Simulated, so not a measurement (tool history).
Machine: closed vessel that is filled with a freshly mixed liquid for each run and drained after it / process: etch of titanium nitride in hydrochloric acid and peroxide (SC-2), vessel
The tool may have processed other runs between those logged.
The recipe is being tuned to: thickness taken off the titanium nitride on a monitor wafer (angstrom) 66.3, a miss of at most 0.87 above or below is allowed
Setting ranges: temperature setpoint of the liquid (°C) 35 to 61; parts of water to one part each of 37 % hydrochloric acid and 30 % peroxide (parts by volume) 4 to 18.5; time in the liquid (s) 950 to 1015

run	hour	temperature setpoint of the liquid (°C)	parts of water to one part each of 37 % hydrochloric acid and 30 % peroxide (parts by volume)	time in the liquid (s)	thickness taken off the titanium nitride on a monitor wafer (angstrom)
1	0	45	10.5	950	124.17
2	3.4	43	10.5	950	107.59
3	6.5	41.5	10.5	950	97.035
4	12.4	47	10.5	950	142.3
5	15.3	44.5	10.5	950	119.28
6	19.3	42.5	10.5	950	104.2
7	21.5	41	10.5	950	93.638
8	29.5	40	10.5	950	87.836
9	34.9	35	10.5	950	60.783
10	40	35.5	10.5	950	63.083

Which of these 4 next moves meets every target?
A	45.1	38.5	15	985	?
B	45.1	35.5	10	990	?
C	45.1	36	10	950	?
D	45.1	36	10.5	960	?

move	thickness taken off the titanium nitride on a monitor wafer (angstrom)
A	59.757
B	68.477
C	68.152
D	66.115
A: further off than the last run
B: pushes the last run's worst result past its target
C: pushes the last run's worst result past its target
D: every result within its allowed miss
D is the move that brings every result within its allowed miss.

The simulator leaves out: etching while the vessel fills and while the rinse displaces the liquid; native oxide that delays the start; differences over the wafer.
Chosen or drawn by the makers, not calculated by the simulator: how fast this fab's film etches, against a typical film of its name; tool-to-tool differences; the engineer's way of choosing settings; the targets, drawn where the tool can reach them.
